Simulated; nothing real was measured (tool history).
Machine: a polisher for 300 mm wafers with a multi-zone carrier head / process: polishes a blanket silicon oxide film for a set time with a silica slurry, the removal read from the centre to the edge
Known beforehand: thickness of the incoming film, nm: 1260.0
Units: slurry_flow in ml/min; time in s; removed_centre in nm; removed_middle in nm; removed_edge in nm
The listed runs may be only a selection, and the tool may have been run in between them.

{"run": 1, "hour": 0.0, "slurry_flow": 295, "centre_zone": 1.0, "middle_zone": 1.0, "edge_zone": 1.0, "slurry_solids": 1.0, "time": 40, "removed_centre": 91.339, "removed_middle": 90.038, "removed_edge": 94.317}
{"run": 2, "hour": 1.4, "slurry_flow": 290, "centre_zone": 0.95, "middle_zone": 1.0, "edge_zone": 0.96, "slurry_solids": 0.9, "time": 40, "removed_centre": 81.353, "removed_middle": 85.131, "removed_edge": 83.037}
{"run": 3, "hour": 7.0, "slurry_flow": 280, "centre_zone": 0.91, "middle_zone": 0.99, "edge_zone": 0.97, "slurry_solids": 0.9, "time": 40, "removed_centre": 76.848, "removed_middle": 83.554, "removed_edge": 84.816}
{"run": 4, "hour": 14.6, "slurry_flow": 280, "centre_zone": 0.91, "middle_zone": 0.96, "edge_zone": 0.97, "slurry_solids": 0.9, "time": 40, "removed_centre": 76.106, "removed_middle": 81.673, "removed_edge": 84.65}
{"run": 5, "hour": 23.4, "slurry_flow": 280, "centre_zone": 0.91, "middle_zone": 0.96, "edge_zone": 1.01, "slurry_solids": 0.9, "time": 40, "removed_centre": 77.266, "removed_middle": 81.342, "removed_edge": 86.526}
{"run": 6, "hour": 29.9, "slurry_flow": 280, "centre_zone": 0.91, "middle_zone": 0.96, "edge_zone": 1.08, "slurry_solids": 0.9, "time": 40, "removed_centre": 78.384, "removed_middle": 81.508, "removed_edge": 89.976}
{"run": 7, "hour": 31.3, "slurry_flow": 275, "centre_zone": 0.89, "middle_zone": 0.96, "edge_zone": 1.03, "slurry_solids": 0.9, "time": 40, "removed_centre": 75.134, "removed_middle": 81.506, "removed_edge": 86.259}
{"run": 8, "hour": 39.2, "slurry_flow": 270, "centre_zone": 0.87, "middle_zone": 0.96, "edge_zone": 1.0, "slurry_solids": 0.9, "time": 40, "removed_centre": 74.647, "removed_middle": 81.52, "removed_edge": 86.208}
{"run": 9, "hour": 46.5, "slurry_flow": 270, "centre_zone": 0.85, "middle_zone": 0.96, "edge_zone": 0.98, "slurry_solids": 0.85, "time": 40, "removed_centre": 69.792, "removed_middle": 78.515, "removed_edge": 82.022}
{"run": 10, "hour": 55.0, "slurry_flow": 265, "centre_zone": 0.84, "middle_zone": 0.96, "edge_zone": 0.95, "slurry_solids": 0.85, "time": 40, "removed_centre": 69.369, "removed_middle": 77.922, "removed_edge": 80.357}

Run 11 has not been measured yet. What should we expect?
{"run": 11, "hour": 59.5, "slurry_flow": 260, "centre_zone": 0.83, "middle_zone": 0.97, "edge_zone": 0.94, "slurry_solids": 0.85, "time": 40, "removed_centre": "?", "removed_middle": "?", "removed_edge": "?"}

Run 11 produced removed_centre 67.701 nm, removed_middle 79.902 nm, removed_edge 79.893 nm.

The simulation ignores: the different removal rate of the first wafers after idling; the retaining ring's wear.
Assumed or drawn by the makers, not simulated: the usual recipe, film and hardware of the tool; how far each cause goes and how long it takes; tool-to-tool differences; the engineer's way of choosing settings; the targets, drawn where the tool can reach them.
